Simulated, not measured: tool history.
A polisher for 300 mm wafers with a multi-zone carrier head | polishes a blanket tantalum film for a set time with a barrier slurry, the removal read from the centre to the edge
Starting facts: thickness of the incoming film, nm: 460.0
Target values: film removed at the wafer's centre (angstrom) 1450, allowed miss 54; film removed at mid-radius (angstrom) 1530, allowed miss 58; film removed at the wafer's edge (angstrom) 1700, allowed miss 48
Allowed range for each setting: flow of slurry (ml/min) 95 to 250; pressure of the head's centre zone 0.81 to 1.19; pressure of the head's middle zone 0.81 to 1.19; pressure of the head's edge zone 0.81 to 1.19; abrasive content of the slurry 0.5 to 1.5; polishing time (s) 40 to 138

run,hour,flow of slurry (ml/min),pressure of the head's centre zone,pressure of the head's middle zone,pressure of the head's edge zone,abrasive content of the slurry,polishing time (s),film removed at the wafer's centre (angstrom),film removed at mid-radius (angstrom),film removed at the wafer's edge (angstrom)
1,0,160,1,1,1,1,88,1267,1298,1310
2,0.9,200,1,1,1,1,88,1353.9,1334.9,1351.5
3,3.3,200,1,1,1,1,71,1080.5,1102.2,1095.8
4,11.3,200,1,1,1,1,51,772.71,787.66,783.86
5,17.4,200,1,1,1,0.8,51,729.92,732.96,740.36
6,25.8,200,1,1,1,0.8,67,958.74,984.94,974.93
7,28.4,205,0.98,1,1.05,0.95,75,1105.4,1144.8,1168.4
8,33.7,205,0.98,1,1.05,0.95,75,1105.7,1147.3,1166.2
9,34.7,205,0.98,1,1.05,0.95,75,1107.1,1123.8,1153.5
10,39.1,205,0.95,1,1.09,1.1,80,1192.4,1232.3,1290
11,47.3,200,0.93,1,1.12,1.2,85,1245.5,1377.6,1430.8
12,48.4,220,0.97,0.91,1.19,1.45,88,1394.8,1357.3,1583
13,52,220,0.96,0.92,1.19,1.45,89,1425.8,1392.4,1589.3
14,54.2,220,0.94,0.93,1.19,1.45,91,1438.6,1446.4,1641.4
15,56.2,220,0.93,0.93,1.19,1.45,91,1419.3,1444.4,1634.4
16,58.2,220,0.92,0.93,1.19,1.45,92,1412.8,1483.7,1658.2

Consider the 5 candidate settings below. Which is the only one whose results all fall within their allowed miss of target?
A,60.2,245,0.96,0.93,1.1,1.5,89,?,?,?
B,60.2,230,0.94,0.95,1.11,1.5,87,?,?,?
C,60.2,210,0.91,0.94,1.14,1.5,96,?,?,?
D,60.2,250,0.9,0.85,1.19,1.2,98,?,?,?
E,60.2,195,0.81,0.85,1.19,1.4,99,?,?,?

move,film removed at the wafer's centre (angstrom),film removed at mid-radius (angstrom),film removed at the wafer's edge (angstrom)
A,1450.2,1443.7,1571.5
B,1379.7,1424.9,1534
C,1460.2,1542.7,1700.2
D,1440.1,1419.1,1718.6
E,1321.9,1438.8,1754.7
A: the biggest miss grows against the last run
B: the biggest miss grows against the last run
C: all results land within tolerance of their targets
D: the furthest-off result lands on target, but another misses its tolerance
E: the result that was furthest off in the last run now lies on the other side of its target
Answer: C
